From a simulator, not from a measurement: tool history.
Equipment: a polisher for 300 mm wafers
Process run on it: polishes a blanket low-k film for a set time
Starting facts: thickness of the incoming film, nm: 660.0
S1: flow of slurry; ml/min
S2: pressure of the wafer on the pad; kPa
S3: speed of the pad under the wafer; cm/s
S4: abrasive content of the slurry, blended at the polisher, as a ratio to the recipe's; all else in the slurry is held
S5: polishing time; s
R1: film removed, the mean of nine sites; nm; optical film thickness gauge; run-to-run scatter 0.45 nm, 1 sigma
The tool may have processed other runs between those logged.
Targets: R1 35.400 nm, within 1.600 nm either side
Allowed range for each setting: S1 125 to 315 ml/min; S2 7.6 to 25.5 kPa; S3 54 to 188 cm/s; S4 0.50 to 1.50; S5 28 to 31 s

Run 1, hour 0.0: S1 205 ml/min, S2 16.5 kPa, S3 120 cm/s, S4 1.00, S5 31 s. Result: R1 17.504 nm.
Run 2, hour 3.1: S1 205 ml/min, S2 16.5 kPa, S3 104 cm/s, S4 1.00, S5 31 s. Result: R1 15.620 nm.
Run 3, hour 10.5: S1 205 ml/min, S2 19.3 kPa, S3 116 cm/s, S4 1.00, S5 31 s. Result: R1 19.272 nm.
Run 4, hour 13.3: S1 205 ml/min, S2 21.4 kPa, S3 130 cm/s, S4 1.00, S5 31 s. Result: R1 22.825 nm.
Run 5, hour 14.1: S1 205 ml/min, S2 22.8 kPa, S3 144 cm/s, S4 1.00, S5 31 s. Result: R1 26.184 nm.
Run 6, hour 15.1: S1 205 ml/min, S2 22.8 kPa, S3 144 cm/s, S4 1.00, S5 28 s. Result: R1 23.334 nm.
Run 7, hour 18.6: S1 205 ml/min, S2 23.4 kPa, S3 158 cm/s, S4 1.05, S5 28 s. Result: R1 26.435 nm.
Run 8, hour 21.3: S1 205 ml/min, S2 24.1 kPa, S3 168 cm/s, S4 1.10, S5 28 s. Result: R1 28.686 nm.
Run 9, hour 25.7: S1 205 ml/min, S2 24.8 kPa, S3 174 cm/s, S4 1.15, S5 29 s. Result: R1 32.328 nm.
Run 10, hour 28.9: S1 205 ml/min, S2 24.8 kPa, S3 178 cm/s, S4 1.15, S5 29 s. Result: R1 33.192 nm.

5 candidate next runs follow, results not yet known. Just one meets every target within its allowed miss. Identify it.
Run A, hour 32.1: S1 200 ml/min, S2 25.5 kPa, S3 176 cm/s, S4 1.20, S5 30 s. Result: R1 ?.
Run B, hour 32.1: S1 190 ml/min, S2 21.4 kPa, S3 180 cm/s, S4 1.25, S5 30 s. Result: R1 ?.
Run C, hour 32.1: S1 205 ml/min, S2 22.8 kPa, S3 162 cm/s, S4 1.45, S5 29 s. Result: R1 ?.
Run D, hour 32.1: S1 190 ml/min, S2 25.5 kPa, S3 188 cm/s, S4 1.10, S5 28 s. Result: R1 ?.
Run E, hour 32.1: S1 195 ml/min, S2 24.8 kPa, S3 168 cm/s, S4 1.10, S5 28 s. Result: R1 ?.

move      R1
   A  35.224
   B  31.453
   C  31.456
   D  33.120
   E  29.726
A: each result inside its tolerance
B: moves away from the targets compared with the last run
C: moves away from the targets compared with the last run
D: about the same distance from the targets as the last run
E: moves away from the targets compared with the last run
The move that meets every target is A.

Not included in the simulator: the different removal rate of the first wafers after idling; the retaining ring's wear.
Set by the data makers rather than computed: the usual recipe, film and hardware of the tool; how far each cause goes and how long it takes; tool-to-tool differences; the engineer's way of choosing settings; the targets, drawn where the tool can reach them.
